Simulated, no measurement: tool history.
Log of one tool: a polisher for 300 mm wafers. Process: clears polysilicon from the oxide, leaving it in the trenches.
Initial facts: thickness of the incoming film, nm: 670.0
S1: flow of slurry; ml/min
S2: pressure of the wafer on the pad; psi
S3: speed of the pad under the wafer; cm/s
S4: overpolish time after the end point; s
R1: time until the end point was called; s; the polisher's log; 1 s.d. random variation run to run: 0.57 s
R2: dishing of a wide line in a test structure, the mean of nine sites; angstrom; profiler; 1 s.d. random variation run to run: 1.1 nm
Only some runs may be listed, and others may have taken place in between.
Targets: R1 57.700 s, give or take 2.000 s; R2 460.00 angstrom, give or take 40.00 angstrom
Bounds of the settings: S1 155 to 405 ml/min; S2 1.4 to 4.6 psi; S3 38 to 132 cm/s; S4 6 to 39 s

run 1 hour=0.0 | S1=260 S2=3.0 S3=84 S4=20 | R1=44.735 R2=456.62
run 2 hour=2.3 | S1=260 S2=2.6 S3=84 S4=20 | R1=51.030 R2=469.55
run 3 hour=10.0 | S1=260 S2=2.6 S3=84 S4=12 | R1=51.513 R2=445.92
run 4 hour=15.1 | S1=305 S2=2.6 S3=84 S4=12 | R1=50.976 R2=454.75
run 5 hour=17.5 | S1=305 S2=2.6 S3=84 S4=6 | R1=50.933 R2=361.74
run 6 hour=26.1 | S1=305 S2=3.2 S3=84 S4=6 | R1=41.530 R2=387.16
run 7 hour=27.2 | S1=305 S2=3.0 S3=84 S4=8 | R1=43.746 R2=430.58
run 8 hour=29.0 | S1=305 S2=2.8 S3=84 S4=10 | R1=47.161 R2=431.04
run 9 hour=31.7 | S1=305 S2=2.7 S3=84 S4=11 | R1=48.632 R2=450.85
run 10 hour=35.0 | S1=300 S2=2.6 S3=84 S4=12 | R1=50.691 R2=432.27
run 11 hour=39.5 | S1=300 S2=2.5 S3=84 S4=13 | R1=52.272 R2=440.82

Which one of the following 4 next-run settings gets every result inside its allowed miss? There is exactly one.
run A hour=44.0 | S1=275 S2=2.2 S3=90 S4=6 | R1=? R2=?
run B hour=44.0 | S1=285 S2=2.2 S3=88 S4=18 | R1=? R2=?
run C hour=44.0 | S1=255 S2=2.3 S3=84 S4=6 | R1=? R2=?
run D hour=44.0 | S1=260 S2=2.2 S3=92 S4=7 | R1=? R2=?

move=A R1=56.637 R2=344.24
move=B R1=57.331 R2=446.67
move=C R1=57.454 R2=342.01
move=D R1=56.103 R2=368.65
A: the worst result of the last run now meets its target, but another is out of spec
B: all results in spec
C: the worst result of the last run now meets its target, but another is out of spec
D: the worst result of the last run now meets its target, but another is out of spec
Correct choice: B, which meets every target
